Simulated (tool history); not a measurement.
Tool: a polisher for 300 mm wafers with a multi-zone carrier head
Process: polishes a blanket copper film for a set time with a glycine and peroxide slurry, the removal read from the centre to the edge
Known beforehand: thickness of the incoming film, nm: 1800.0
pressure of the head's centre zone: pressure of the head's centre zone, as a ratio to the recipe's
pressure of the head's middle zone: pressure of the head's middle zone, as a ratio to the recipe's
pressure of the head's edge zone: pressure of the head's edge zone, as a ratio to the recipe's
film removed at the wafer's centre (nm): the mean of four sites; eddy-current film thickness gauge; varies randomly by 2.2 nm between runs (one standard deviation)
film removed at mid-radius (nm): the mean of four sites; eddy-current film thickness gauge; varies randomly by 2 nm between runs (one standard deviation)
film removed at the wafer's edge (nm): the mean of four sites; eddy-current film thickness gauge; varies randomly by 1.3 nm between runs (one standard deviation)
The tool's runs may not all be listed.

| run | hour | flow of slurry (ml/min) | pressure of the head's centre zone | pressure of the head's middle zone | pressure of the head's edge zone | polishing time (s) | film removed at the wafer's centre (nm) | film removed at mid-radius (nm) | film removed at the wafer's edge (nm) |
|---|---|---|---|---|---|---|---|---|---|
| 1 | 0 | 315 | 1 | 1 | 1 | 44 | 224.67 | 214.5 | 211.91 |
| 2 | 1.4 | 310 | 0.97 | 0.96 | 0.98 | 43 | 207.74 | 201.06 | 206.77 |
| 3 | 7.7 | 310 | 0.9 | 0.96 | 0.98 | 43 | 189.26 | 202.94 | 206.44 |
| 4 | 9.9 | 310 | 0.9 | 1.03 | 0.98 | 43 | 192.59 | 218.25 | 206.6 |
| 5 | 13.3 | 305 | 0.91 | 0.98 | 0.95 | 42 | 187.61 | 197.27 | 198.41 |
| 6 | 15.3 | 305 | 0.91 | 0.98 | 0.95 | 32 | 144.39 | 153.36 | 152.55 |

Run 7 is up next; what results do you expect?
| 7 | 19.6 | 310 | 0.93 | 0.97 | 1 | 33 | ? | ? | ? |

film removed at the wafer's centre (nm): 149.66
film removed at mid-radius (nm): 158.75
film removed at the wafer's edge (nm): 163.09
